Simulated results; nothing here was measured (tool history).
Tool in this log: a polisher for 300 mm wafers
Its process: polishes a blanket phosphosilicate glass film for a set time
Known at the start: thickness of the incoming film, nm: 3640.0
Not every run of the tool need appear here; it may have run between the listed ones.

| run | hour | flow of slurry (ml/min) | pressure of the wafer on the pad (psi) | speed of the pad under the wafer (cm/s) | abrasive content of the slurry | polishing time (s) | film removed (angstrom) |
|---|---|---|---|---|---|---|---|
| 1 | 0 | 280 | 2.7 | 116 | 1 | 39 | 3035.6 |
| 2 | 1.4 | 280 | 2.7 | 116 | 0.9 | 39 | 2944.9 |
| 3 | 10 | 305 | 2.7 | 116 | 0.9 | 39 | 2883.1 |
| 4 | 14.7 | 305 | 2.1 | 116 | 0.9 | 39 | 2302.8 |
| 5 | 19 | 305 | 2.1 | 92 | 0.9 | 39 | 1893.8 |
| 6 | 19.8 | 305 | 2.1 | 92 | 0.9 | 34 | 1643.6 |
| 7 | 20.6 | 305 | 2.6 | 98 | 0.9 | 34 | 2114.1 |
| 8 | 24.2 | 305 | 2.6 | 98 | 0.9 | 34 | 2084.9 |

Run 9 comes next. What will it give?
| 9 | 24.9 | 305 | 3 | 104 | 0.9 | 34 | ? |

{"run 9": {"film removed (angstrom)": 2537.5}}
